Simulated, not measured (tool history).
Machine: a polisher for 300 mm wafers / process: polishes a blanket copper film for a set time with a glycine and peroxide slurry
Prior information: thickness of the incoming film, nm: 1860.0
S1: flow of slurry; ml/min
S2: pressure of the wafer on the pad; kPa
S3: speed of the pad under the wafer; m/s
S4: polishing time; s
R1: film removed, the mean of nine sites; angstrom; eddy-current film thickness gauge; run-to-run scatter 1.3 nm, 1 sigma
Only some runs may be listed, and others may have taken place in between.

run	day	S1	S2	S3	S4	R1
1	0	140	17.9	0.98	45	1986.1
2	0.067	140	15.9	0.94	45	1770.6
3	0.429	140	15.9	0.94	40	1562.9
4	0.783	140	15.9	0.78	40	1333
5	1.096	140	15.2	0.78	40	1284.6
6	1.229	140	15.2	0.78	45	1418.8
7	1.433	140	13.8	0.78	45	1383.4
8	1.65	140	12.4	0.76	45	1229.1
9	1.783	140	12.4	0.76	45	1215.6

Estimate the outcome of run 10 from the log above:
10	2.012	140	11.7	0.76	45	?

Run 10 produced R1 1185.1 angstrom.

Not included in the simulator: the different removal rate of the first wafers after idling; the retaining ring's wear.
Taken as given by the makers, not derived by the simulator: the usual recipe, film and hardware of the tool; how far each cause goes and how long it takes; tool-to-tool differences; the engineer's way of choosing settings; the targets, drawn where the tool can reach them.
